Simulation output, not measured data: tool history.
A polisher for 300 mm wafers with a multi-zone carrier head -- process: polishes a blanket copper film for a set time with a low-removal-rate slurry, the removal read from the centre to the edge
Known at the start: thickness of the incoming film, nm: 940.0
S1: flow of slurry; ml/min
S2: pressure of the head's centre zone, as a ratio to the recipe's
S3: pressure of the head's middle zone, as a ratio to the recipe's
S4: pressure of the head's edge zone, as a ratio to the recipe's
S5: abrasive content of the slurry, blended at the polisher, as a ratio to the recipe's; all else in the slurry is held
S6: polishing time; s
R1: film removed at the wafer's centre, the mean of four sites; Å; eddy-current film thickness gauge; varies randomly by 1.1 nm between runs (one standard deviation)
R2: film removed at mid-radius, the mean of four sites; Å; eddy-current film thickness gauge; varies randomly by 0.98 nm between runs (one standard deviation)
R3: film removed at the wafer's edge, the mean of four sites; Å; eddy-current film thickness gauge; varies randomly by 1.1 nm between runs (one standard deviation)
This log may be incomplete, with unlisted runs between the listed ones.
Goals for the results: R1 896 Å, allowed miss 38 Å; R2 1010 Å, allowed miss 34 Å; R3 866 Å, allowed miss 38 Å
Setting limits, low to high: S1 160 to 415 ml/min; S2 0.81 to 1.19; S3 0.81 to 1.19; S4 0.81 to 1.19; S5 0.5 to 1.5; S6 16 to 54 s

| run | day | S1 | S2 | S3 | S4 | S5 | S6 | R1 | R2 | R3 |
|---|---|---|---|---|---|---|---|---|---|---|
| 1 | 0 | 265 | 1 | 1 | 1 | 1 | 35 | 845.18 | 836.96 | 863.76 |
| 2 | 0.146 | 265 | 1 | 1 | 1 | 1 | 41 | 988.88 | 968.56 | 990.81 |
| 3 | 0.262 | 330 | 1 | 1 | 1 | 1 | 41 | 1017.3 | 1024.4 | 1039.8 |
| 4 | 0.496 | 280 | 1 | 1 | 1 | 1 | 41 | 989.89 | 990.97 | 995.24 |
| 5 | 0.658 | 280 | 1 | 0.95 | 1 | 1 | 41 | 996.04 | 956.93 | 975.9 |
| 6 | 0.904 | 280 | 1.04 | 0.95 | 1 | 1 | 41 | 1018 | 945.79 | 1005.6 |
| 7 | 1.171 | 275 | 1.01 | 0.96 | 0.98 | 1 | 41 | 992.51 | 962.75 | 979.15 |
| 8 | 1.512 | 270 | 1 | 0.96 | 0.96 | 1 | 41 | 980.19 | 965.99 | 982 |
| 9 | 1.767 | 290 | 1 | 1.06 | 0.86 | 0.75 | 39 | 879.49 | 930.24 | 840.73 |
| 10 | 2.088 | 295 | 1 | 1.07 | 0.86 | 0.75 | 39 | 887.14 | 947.34 | 859.18 |
| 11 | 2.312 | 300 | 1 | 1.08 | 0.86 | 0.75 | 39 | 901.71 | 972.16 | 841.9 |
| 12 | 2.392 | 310 | 0.98 | 1.09 | 0.88 | 0.75 | 39 | 887.43 | 983.82 | 855.35 |

Which single option among these 5 for the next run brings every result within its allowed miss of target? Just one does.
| A | 2.471 | 310 | 0.95 | 1.02 | 0.87 | 0.7 | 41 | ? | ? | ? |
| B | 2.471 | 340 | 0.93 | 0.97 | 0.86 | 0.8 | 41 | ? | ? | ? |
| C | 2.471 | 295 | 0.88 | 1.13 | 0.86 | 0.75 | 40 | ? | ? | ? |
| D | 2.471 | 305 | 0.96 | 1.12 | 0.85 | 0.55 | 39 | ? | ? | ? |
| E | 2.471 | 330 | 0.95 | 1.09 | 0.83 | 0.95 | 39 | ? | ? | ? |

| move | R1 | R2 | R3 |
|---|---|---|---|
| A | 902.94 | 958.2 | 887.39 |
| B | 917.58 | 950.73 | 912.46 |
| C | 829.96 | 1028.8 | 867.94 |
| D | 828.23 | 942.54 | 796.84 |
| E | 918.15 | 1029.9 | 880.52 |
A: lands further from the targets than the last run did
B: lands further from the targets than the last run did
C: the worst result of the last run now meets its target, but another is out of spec
D: lands further from the targets than the last run did
E: in spec on every target
Move E is the one to make.
